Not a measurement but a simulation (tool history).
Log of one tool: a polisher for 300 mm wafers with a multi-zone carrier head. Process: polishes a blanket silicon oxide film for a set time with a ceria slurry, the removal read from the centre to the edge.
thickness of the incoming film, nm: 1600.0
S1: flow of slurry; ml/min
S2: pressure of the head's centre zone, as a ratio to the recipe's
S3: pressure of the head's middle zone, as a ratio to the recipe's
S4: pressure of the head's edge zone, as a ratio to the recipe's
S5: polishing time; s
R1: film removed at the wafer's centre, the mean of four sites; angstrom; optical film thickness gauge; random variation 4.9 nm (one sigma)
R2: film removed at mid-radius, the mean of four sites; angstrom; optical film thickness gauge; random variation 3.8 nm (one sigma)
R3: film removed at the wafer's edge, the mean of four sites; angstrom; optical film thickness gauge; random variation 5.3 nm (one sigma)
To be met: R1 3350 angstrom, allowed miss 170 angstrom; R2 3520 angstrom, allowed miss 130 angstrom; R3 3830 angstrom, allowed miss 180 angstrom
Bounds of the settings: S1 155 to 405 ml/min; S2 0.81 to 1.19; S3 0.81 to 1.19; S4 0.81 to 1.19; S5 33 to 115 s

run 1 hour=0 | S1=260 S2=1 S3=1 S4=1 S5=73 | R1=4524 R2=4425.6 R3=4426.9
run 2 hour=3.4 | S1=255 S2=0.98 S3=0.98 S4=1 S5=72 | R1=4153.3 R2=4244.6 R3=4376.1
run 3 hour=6.9 | S1=255 S2=0.97 S3=0.97 S4=0.99 S5=71 | R1=4231.1 R2=4217.8 R3=4207.8
run 4 hour=9.9 | S1=250 S2=0.95 S3=0.95 S4=1 S5=70 | R1=4158 R2=4002.6 R3=4357
run 5 hour=10.7 | S1=250 S2=0.95 S3=0.92 S4=1 S5=70 | R1=3997.3 R2=3948.5 R3=4418
run 6 hour=16.9 | S1=270 S2=0.95 S3=0.92 S4=1 S5=70 | R1=3944 R2=4029 R3=4372.8
run 7 hour=25.1 | S1=285 S2=0.88 S3=0.86 S4=0.93 S5=61 | R1=3271.7 R2=3272.8 R3=3656.3
run 8 hour=25.7 | S1=285 S2=0.88 S3=0.87 S4=0.94 S5=61 | R1=3302.2 R2=3331.8 R3=3712.2
run 9 hour=30.1 | S1=285 S2=0.88 S3=0.88 S4=0.94 S5=61 | R1=3280.1 R2=3368.9 R3=3690

Which of these 5 next moves meets every target?
run A hour=34.5 | S1=275 S2=0.83 S3=0.87 S4=0.94 S5=65 | R1=? R2=? R3=?
run B hour=34.5 | S1=245 S2=0.97 S3=0.95 S4=0.9 S5=59 | R1=? R2=? R3=?
run C hour=34.5 | S1=285 S2=0.89 S3=0.92 S4=0.88 S5=59 | R1=? R2=? R3=?
run D hour=34.5 | S1=300 S2=0.89 S3=0.92 S4=0.89 S5=59 | R1=? R2=? R3=?
run E hour=34.5 | S1=245 S2=0.89 S3=0.86 S4=0.98 S5=60 | R1=? R2=? R3=?

move=A R1=3241.9 R2=3522 R3=3899.9
move=B R1=3393.6 R2=3403.8 R3=3440.2
move=C R1=3162.2 R2=3357.5 R3=3439.2
move=D R1=3176.5 R2=3371.1 R3=3467.7
move=E R1=3169.6 R2=3187.9 R3=3645.2
A: meets every target
B: brings the result that was furthest off to its target, and leaves another outside
C: further off than the last run
D: further off than the last run
E: further off than the last run
The right move is A.
